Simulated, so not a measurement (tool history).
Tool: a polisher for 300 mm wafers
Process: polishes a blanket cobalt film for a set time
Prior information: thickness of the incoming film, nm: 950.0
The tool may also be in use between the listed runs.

run    day  flow of slurry (ml/min)  pressure of the wafer on the pad (psi)  speed of the pad under the wafer (cm/s)  polishing time (s)  film removed (Å)
  1      0                      255                                     1.8                                       82                  89            3017.8
  2   0.15                      250                                     1.7                                       82                  89            2818.9
  3  0.192                      245                                     1.7                                       82                  89            2807.5
  4  0.421                      200                                     1.7                                       82                  89            2780.3
  5  0.517                      200                                     1.7                                       96                  89            3072.4
  6  0.667                      200                                     1.7                                      104                  89            3209.3
  7  1.042                      190                                     1.3                                      104                  89            2482.5
  8  1.412                      200                                     1.3                                      104                  89            2447.4

Forecast run 9:
  9  1.458                      205                                     1.3                                      104                  89                 ?

{"run 9": {"film removed (Å)": 2475.4}}
